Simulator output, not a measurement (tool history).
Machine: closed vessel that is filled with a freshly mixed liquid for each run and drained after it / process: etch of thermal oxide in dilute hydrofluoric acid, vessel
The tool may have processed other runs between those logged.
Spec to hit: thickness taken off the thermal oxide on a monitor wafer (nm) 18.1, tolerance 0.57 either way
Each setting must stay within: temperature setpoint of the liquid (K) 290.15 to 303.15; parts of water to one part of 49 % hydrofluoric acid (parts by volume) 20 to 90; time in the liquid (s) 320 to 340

run    day  temperature setpoint of the liquid (K)  parts of water to one part of 49 % hydrofluoric acid (parts by volume)  time in the liquid (s)  thickness taken off the thermal oxide on a monitor wafer (nm)
  1      0                                  295.15                                                                      50                     320                                                         27.493
  2  0.179                                  293.65                                                                      50                     320                                                         25.865
  3  0.533                                  293.65                                                                      60                     320                                                         20.936
  4   0.85                                  293.65                                                                      55                     320                                                         23.179
  5  1.154                                  293.15                                                                      55                     320                                                         22.675
  6  1.417                                  293.15                                                                      55                     340                                                         24.064
  7  1.671                                  292.65                                                                      55                     340                                                          23.43
  8  1.842                                  292.15                                                                      55                     340                                                         23.068
  9  1.988                                  291.65                                                                      55                     340                                                         22.806
 10  2.029                                  290.65                                                                      60                     340                                                         19.294
 11  2.104                                  290.15                                                                      60                     340                                                         19.304

Consider the 5 candidate settings below. Which is the only one whose results all fall within their allowed miss of target?
  A  2.179                                  290.15                                                                      65                     325                                                              ?
  B  2.179                                  290.15                                                                      55                     340                                                              ?
  C  2.179                                  290.15                                                                      55                     330                                                              ?
  D  2.179                                  290.15                                                                      60                     320                                                              ?
  E  2.179                                  293.15                                                                      65                     335                                                              ?

move  thickness taken off the thermal oxide on a monitor wafer (nm)
   A                                                         16.703
   B                                                          20.88
   C                                                         20.266
   D                                                         17.915
   E                                                         19.562
A: pushes the last run's worst result past its target
B: misses by more than the last run did
C: misses by more than the last run did
D: hits every target within its allowed miss
E: misses by more than the last run did
The move that meets every target is D.
